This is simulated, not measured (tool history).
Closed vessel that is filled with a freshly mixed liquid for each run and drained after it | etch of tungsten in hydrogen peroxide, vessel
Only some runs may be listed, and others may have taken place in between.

run  hour  temperature setpoint of the liquid (°C)  concentration of hydrogen peroxide in the mixed liquid (% by weight)  time in the liquid (s)  thickness taken off the tungsten on a monitor wafer (angstrom)
  1   0.0                                     49.0                                                                    25                      30                                                          332.95
  2   4.3                                     49.0                                                                    25                      30                                                          331.94
  3   9.2                                     46.0                                                                    25                      30                                                          276.28
  4  12.1                                     45.0                                                                    25                      30                                                          260.63
  5  15.7                                     44.0                                                                    25                      30                                                          242.76
  6  16.6                                     44.0                                                                    25                      30                                                          243.52
  7  25.8                                     43.5                                                                    25                      30                                                          236.73
  8  30.4                                     43.0                                                                    25                      30                                                          228.06

Forecast run 9:
  9  36.7                                     42.5                                                                    25                      30                                                               ?

thickness taken off the tungsten on a monitor wafer (angstrom): 221.89

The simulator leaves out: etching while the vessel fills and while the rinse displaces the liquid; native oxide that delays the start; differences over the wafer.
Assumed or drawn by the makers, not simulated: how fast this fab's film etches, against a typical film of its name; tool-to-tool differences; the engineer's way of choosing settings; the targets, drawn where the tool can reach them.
